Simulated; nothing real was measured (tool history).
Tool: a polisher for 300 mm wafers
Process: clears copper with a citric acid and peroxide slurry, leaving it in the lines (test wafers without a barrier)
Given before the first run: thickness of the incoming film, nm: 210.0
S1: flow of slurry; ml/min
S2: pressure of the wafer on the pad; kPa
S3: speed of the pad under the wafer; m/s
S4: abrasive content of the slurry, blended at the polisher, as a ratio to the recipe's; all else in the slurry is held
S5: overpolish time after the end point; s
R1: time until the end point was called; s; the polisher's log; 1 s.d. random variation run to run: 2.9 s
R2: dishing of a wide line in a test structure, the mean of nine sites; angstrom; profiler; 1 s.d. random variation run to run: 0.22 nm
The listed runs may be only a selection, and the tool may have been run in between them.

Run 1, hour 0: S1 140 ml/min, S2 16.5 kPa, S3 1 m/s, S4 1, S5 26 s. Result: R1 119.34 s, R2 299.2 angstrom.
Run 2, hour 8.3: S1 145 ml/min, S2 15.2 kPa, S3 1 m/s, S4 1, S5 23 s. Result: R1 130.85 s, R2 251.23 angstrom.
Run 3, hour 15.1: S1 145 ml/min, S2 15.2 kPa, S3 0.8 m/s, S4 1, S5 23 s. Result: R1 164 s, R2 209.55 angstrom.
Run 4, hour 16.9: S1 145 ml/min, S2 15.2 kPa, S3 1.04 m/s, S4 1, S5 23 s. Result: R1 128.35 s, R2 267.79 angstrom.
Run 5, hour 19.9: S1 145 ml/min, S2 15.2 kPa, S3 0.84 m/s, S4 1, S5 23 s. Result: R1 154.21 s, R2 224.5 angstrom.
Run 6, hour 20.4: S1 145 ml/min, S2 15.2 kPa, S3 0.7 m/s, S4 1, S5 23 s. Result: R1 186.03 s, R2 194.91 angstrom.
Run 7, hour 29.1: S1 145 ml/min, S2 15.2 kPa, S3 0.7 m/s, S4 1, S5 23 s. Result: R1 191.17 s, R2 197.1 angstrom.
Run 8, hour 35.8: S1 145 ml/min, S2 15.2 kPa, S3 0.7 m/s, S4 1, S5 21 s. Result: R1 185.53 s, R2 179.66 angstrom.
Run 9, hour 37.8: S1 145 ml/min, S2 15.2 kPa, S3 0.7 m/s, S4 1, S5 20 s. Result: R1 187.91 s, R2 177.82 angstrom.

For run 10, what comes out?
Run 10, hour 39.8: S1 150 ml/min, S2 15.9 kPa, S3 0.72 m/s, S4 1, S5 9 s. Result: R1 ?, R2 ?.

{"run 10": {"R1": 168.56, "R2": 91.291}}
